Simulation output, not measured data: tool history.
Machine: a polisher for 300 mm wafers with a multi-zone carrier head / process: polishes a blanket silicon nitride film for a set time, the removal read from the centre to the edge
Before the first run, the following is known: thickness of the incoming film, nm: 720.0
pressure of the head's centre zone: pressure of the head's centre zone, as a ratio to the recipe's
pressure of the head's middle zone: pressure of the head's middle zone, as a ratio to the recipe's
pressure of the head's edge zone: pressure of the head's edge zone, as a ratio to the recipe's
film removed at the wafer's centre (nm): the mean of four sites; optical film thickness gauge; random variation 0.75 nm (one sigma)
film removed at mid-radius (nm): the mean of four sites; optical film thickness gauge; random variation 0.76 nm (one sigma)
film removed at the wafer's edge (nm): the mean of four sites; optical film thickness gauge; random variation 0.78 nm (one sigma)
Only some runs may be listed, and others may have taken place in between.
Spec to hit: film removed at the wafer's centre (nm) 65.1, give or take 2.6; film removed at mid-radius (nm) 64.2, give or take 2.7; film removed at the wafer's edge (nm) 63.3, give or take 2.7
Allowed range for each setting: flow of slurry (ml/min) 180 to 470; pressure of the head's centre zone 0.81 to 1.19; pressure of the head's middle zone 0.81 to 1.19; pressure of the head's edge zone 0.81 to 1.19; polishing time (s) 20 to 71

run	day	flow of slurry (ml/min)	pressure of the head's centre zone	pressure of the head's middle zone	pressure of the head's edge zone	polishing time (s)	film removed at the wafer's centre (nm)	film removed at mid-radius (nm)	film removed at the wafer's edge (nm)
1	0	300	1	1	1	45	82.816	78.969	72.487
2	0.362	295	0.96	0.96	0.98	43	75.157	70.879	69.088
3	0.708	295	0.96	0.89	0.98	43	75.893	68.498	69.29
4	0.817	290	0.93	0.9	0.95	42	71.5	65.743	64.957
5	0.883	285	0.91	0.9	0.95	42	68.855	67.37	67.198
6	1.217	350	0.91	0.9	0.95	42	72.583	69.143	66.853
7	1.288	330	0.9	0.89	0.94	42	68.248	66.245	66.739
8	1.621	330	0.9	0.89	0.92	42	69.883	66.793	67.108
9	1.8	320	0.87	0.9	0.89	39	63.928	60.57	60.039

Exercise: of the 4 proposed moves below, exactly one satisfies all targets within the stated allowed misses. Which move is it?
A	1.979	325	0.81	0.91	0.95	40	?	?	?
B	1.979	325	0.91	0.83	0.94	38	?	?	?
C	1.979	375	0.92	1.03	0.93	36	?	?	?
D	1.979	320	0.86	0.89	0.9	41	?	?	?

move	film removed at the wafer's centre (nm)	film removed at mid-radius (nm)	film removed at the wafer's edge (nm)
A	62.043	64.323	63.284
B	65.479	56.953	59.881
C	63.594	64.51	56.842
D	67.024	64.712	63.204
A: brings the result that was furthest off to its target, and leaves another outside
B: moves away from the targets compared with the last run
C: brings the result that was furthest off to its target, and leaves another outside
D: in spec on every target
Answer: D

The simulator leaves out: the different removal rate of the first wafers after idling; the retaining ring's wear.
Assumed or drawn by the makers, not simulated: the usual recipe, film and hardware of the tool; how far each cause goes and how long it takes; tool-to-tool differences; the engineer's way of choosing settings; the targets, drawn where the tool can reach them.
